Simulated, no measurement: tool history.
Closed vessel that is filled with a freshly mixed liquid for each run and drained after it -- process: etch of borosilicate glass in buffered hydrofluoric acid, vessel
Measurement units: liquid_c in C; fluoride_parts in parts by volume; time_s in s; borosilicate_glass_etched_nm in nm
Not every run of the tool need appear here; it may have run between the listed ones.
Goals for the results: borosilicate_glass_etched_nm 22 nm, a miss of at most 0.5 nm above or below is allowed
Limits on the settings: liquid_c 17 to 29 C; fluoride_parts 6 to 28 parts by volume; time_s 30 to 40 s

run	day	liquid_c	fluoride_parts	time_s	borosilicate_glass_etched_nm
1	0	21	17	40	25.465
2	0.121	21	17	30	19.358
3	0.333	21.5	17	30	19.903
4	0.408	21.5	17	30	19.783
5	0.683	21.5	12	30	28.146
6	0.808	21.5	12	40	37.429
7	1.142	20.5	13	40	32.467
8	1.458	19.5	14	40	28.716
9	1.725	19	14.5	40	27.163
10	1.996	18.5	15	40	25.397
11	2.358	18	15.5	40	23.997

Which of these 4 next moves meets every target?
A	2.721	17	14	35	?
B	2.721	17	10.5	30	?
C	2.721	18	15	40	?
D	2.721	20.5	14	30	?

move	borosilicate_glass_etched_nm
A	21.724
B	24.766
C	24.513
D	22.599
A: all results in spec
B: moves away from the targets compared with the last run
C: moves away from the targets compared with the last run
D: gains on the last run, yet a result remains outside its allowed miss
Move A is the one to make.

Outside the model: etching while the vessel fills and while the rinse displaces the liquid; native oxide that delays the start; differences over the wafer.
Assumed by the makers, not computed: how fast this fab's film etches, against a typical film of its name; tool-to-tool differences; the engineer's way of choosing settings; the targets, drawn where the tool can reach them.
